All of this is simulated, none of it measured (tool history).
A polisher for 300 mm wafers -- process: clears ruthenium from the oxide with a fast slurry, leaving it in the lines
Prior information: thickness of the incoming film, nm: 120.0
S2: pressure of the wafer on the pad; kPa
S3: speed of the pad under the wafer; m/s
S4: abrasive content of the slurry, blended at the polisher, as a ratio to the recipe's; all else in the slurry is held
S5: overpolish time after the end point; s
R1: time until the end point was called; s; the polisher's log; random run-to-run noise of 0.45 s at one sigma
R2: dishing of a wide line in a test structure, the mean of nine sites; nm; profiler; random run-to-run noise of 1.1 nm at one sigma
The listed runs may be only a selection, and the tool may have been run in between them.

run 1 day=0 | flow_of_slurry_(ml/min)=130 S2=11.7 S3=0.78 S4=1 S5=26 | R1=51.573 R2=41.178
run 2 day=0.258 | flow_of_slurry_(ml/min)=145 S2=11.7 S3=0.78 S4=1 S5=26 | R1=50.847 R2=42.707
run 3 day=0.533 | flow_of_slurry_(ml/min)=145 S2=14.5 S3=0.78 S4=1 S5=26 | R1=42.665 R2=48.479
run 4 day=0.867 | flow_of_slurry_(ml/min)=145 S2=14.5 S3=0.78 S4=1 S5=28 | R1=43.079 R2=49.161
run 5 day=0.958 | flow_of_slurry_(ml/min)=115 S2=14.5 S3=0.78 S4=1 S5=28 | R1=45.023 R2=48.054
run 6 day=1.088 | flow_of_slurry_(ml/min)=115 S2=14.5 S3=0.78 S4=1 S5=33 | R1=45.793 R2=54.501

What will run 7 give?
run 7 day=1.221 | flow_of_slurry_(ml/min)=120 S2=14.5 S3=0.78 S4=1 S5=34 | R1=? R2=?

{"run 7": {"R1": 44.098, "R2": 55.253}}
